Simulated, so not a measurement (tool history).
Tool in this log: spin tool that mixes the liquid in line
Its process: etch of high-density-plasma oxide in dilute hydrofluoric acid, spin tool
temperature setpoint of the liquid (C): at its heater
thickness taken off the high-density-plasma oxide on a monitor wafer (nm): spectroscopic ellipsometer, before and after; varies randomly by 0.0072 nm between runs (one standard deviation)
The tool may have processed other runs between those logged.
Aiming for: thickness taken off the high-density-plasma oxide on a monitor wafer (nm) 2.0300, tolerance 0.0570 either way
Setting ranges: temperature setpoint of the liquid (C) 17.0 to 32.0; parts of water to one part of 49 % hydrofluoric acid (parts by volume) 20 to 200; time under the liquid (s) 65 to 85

run,day,temperature setpoint of the liquid (C),parts of water to one part of 49 % hydrofluoric acid (parts by volume),time under the liquid (s),thickness taken off the high-density-plasma oxide on a monitor wafer (nm)
1,0.000,24.0,110,85,3.8997
2,0.142,25.5,110,85,4.1616
3,0.312,25.5,110,85,4.1324
4,0.342,25.5,80,85,5.8454
5,0.642,27.5,80,85,6.3983
# day 0.733: thermometer replaced
6,0.733,30.0,80,85,7.7796
7,0.838,26.0,95,85,5.4696
8,1.138,23.0,110,85,4.1166
9,1.362,21.5,130,85,3.2021
10,1.467,20.5,140,85,2.8428
11,1.725,19.5,150,85,2.5089
12,2.100,19.0,155,85,2.3692
13,2.192,18.5,160,85,2.2311
14,2.346,18.0,160,85,2.1900
15,2.438,17.5,160,85,2.1468

Exactly one of the 4 candidate moves below puts every result within its allowed miss. Which one?
A,2.529,17.0,135,75,?
B,2.529,17.5,155,85,?
C,2.529,23.0,160,65,?
D,2.529,18.5,150,80,?

move,thickness taken off the high-density-plasma oxide on a monitor wafer (nm)
A,2.2683
B,2.2410
C,2.0525
D,2.2809
A: moves away from the targets compared with the last run
B: moves away from the targets compared with the last run
C: hits every target within its allowed miss
D: moves away from the targets compared with the last run
C is the move that brings every result within its allowed miss.

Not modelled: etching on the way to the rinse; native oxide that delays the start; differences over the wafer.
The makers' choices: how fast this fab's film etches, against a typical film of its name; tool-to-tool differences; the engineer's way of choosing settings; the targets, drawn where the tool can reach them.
